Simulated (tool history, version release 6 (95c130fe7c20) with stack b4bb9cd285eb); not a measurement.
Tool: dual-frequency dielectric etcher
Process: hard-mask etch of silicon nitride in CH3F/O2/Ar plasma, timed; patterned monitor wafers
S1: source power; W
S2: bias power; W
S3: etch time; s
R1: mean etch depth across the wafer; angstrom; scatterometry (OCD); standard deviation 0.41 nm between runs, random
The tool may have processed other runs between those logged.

run,hour,S1,S2,S3,R1
1,0.0,450,53,214.5,1534.4
2,6.9,410,53,214.5,1465.2
3,10.6,380,53,214.5,1419.5
4,12.4,380,53,223.5,1471.9
5,13.0,380,56,223.5,1494.6
6,18.4,380,63,223.5,1535.3
7,19.7,390,63,223.5,1554.9

Run 8 has not been measured yet. What should we expect?
8,22.6,400,63,223.5,?

{"run 8": {"R1": 1577.3}}

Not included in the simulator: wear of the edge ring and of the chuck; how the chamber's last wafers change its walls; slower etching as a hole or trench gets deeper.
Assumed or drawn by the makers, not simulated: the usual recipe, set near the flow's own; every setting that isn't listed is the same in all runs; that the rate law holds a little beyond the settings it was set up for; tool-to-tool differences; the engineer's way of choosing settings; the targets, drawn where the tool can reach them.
